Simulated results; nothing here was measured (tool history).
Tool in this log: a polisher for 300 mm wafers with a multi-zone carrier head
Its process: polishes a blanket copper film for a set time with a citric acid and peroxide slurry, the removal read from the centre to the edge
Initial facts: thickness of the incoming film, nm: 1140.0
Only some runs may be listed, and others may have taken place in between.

run  hour  flow of slurry (ml/min)  pressure of the head's centre zone  pressure of the head's middle zone  pressure of the head's edge zone  abrasive content of the slurry  polishing time (s)  film removed at the wafer's centre (Å)  film removed at mid-radius (Å)  film removed at the wafer's edge (Å)
  1     0                      225                                   1                                   1                                 1                               1                  88                                    1884                          1903.3                                1933.4
  2   6.5                      225                                   1                                   1                                 1                             0.9                  88                                  1838.1                            1883                                1883.5
  3  14.6                      225                                   1                                0.92                                 1                             0.9                  88                                  1886.1                          1761.3                                1885.2
  4  17.6                      220                                0.98                                0.91                              0.98                            0.85                  88                                  1772.4                          1696.8                                  1839
  5  23.6                      220                                0.98                                0.91                              0.93                            0.85                  88                                  1811.3                          1741.4                                1799.4
  6  32.2                      220                                0.93                                0.91                              0.93                            0.85                  88                                  1703.9                          1740.4                                1825.2
  7    35                      210                                0.93                                 0.9                              0.91                             0.8                  88                                  1677.4                          1688.1                                1777.7

For run 8, what comes out?
  8  36.4                      205                                0.93                                 0.9                              0.89                            0.75                  88                                       ?                               ?                                     ?

film removed at the wafer's centre (Å): 1669.5
film removed at mid-radius (Å): 1686.3
film removed at the wafer's edge (Å): 1760.6

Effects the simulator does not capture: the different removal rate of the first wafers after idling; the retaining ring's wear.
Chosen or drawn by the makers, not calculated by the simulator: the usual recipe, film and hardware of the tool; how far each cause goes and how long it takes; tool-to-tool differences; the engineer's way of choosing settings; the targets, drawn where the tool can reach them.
